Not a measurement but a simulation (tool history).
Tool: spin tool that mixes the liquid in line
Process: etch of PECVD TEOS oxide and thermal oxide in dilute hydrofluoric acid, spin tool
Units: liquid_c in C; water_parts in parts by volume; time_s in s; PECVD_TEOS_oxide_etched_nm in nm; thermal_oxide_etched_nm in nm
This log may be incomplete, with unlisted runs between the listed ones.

run,day,liquid_c,water_parts,time_s,PECVD_TEOS_oxide_etched_nm,thermal_oxide_etched_nm
1,0.000,21.0,130,160,15.8630,5.1397
2,0.108,18.0,130,160,13.5790,4.5594
3,0.342,17.0,130,160,13.4050,4.3577
4,0.654,17.0,130,110,9.0725,2.9933
5,0.842,17.0,115,110,10.2970,3.4388
6,1.133,17.0,150,110,7.7074,2.5449
7,1.321,21.0,145,110,9.3434,3.1267
8,1.646,22.0,145,110,9.7926,3.2430
9,1.688,23.0,145,110,10.1610,3.3951
10,1.958,23.0,145,110,10.1880,3.3556

Forecast run 11:
11,2.271,23.5,145,110,?,?

PECVD_TEOS_oxide_etched_nm: 10.4290 nm
thermal_oxide_etched_nm: 3.4681 nm
